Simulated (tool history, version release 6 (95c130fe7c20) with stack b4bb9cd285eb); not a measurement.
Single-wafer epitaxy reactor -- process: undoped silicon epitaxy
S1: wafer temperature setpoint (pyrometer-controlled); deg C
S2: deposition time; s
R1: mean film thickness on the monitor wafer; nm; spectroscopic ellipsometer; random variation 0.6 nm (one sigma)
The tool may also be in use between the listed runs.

| run | day | S1 | S2 | R1 |
|---|---|---|---|---|
| 1 | 0 | 670 | 556 | 146.15 |
| 2 | 0.25 | 674 | 556 | 159.53 |
| 3 | 0.433 | 674 | 517 | 146.99 |
| 4 | 0.742 | 671 | 516 | 138.55 |
| 5 | 0.946 | 678 | 516 | 159.25 |
| 6 | 1.104 | 674 | 515 | 148.1 |

Run 7 has not been measured yet. What should we expect?
| 7 | 1.175 | 674 | 515 | ? |

Logged for run 7: R1 147.49 nm.
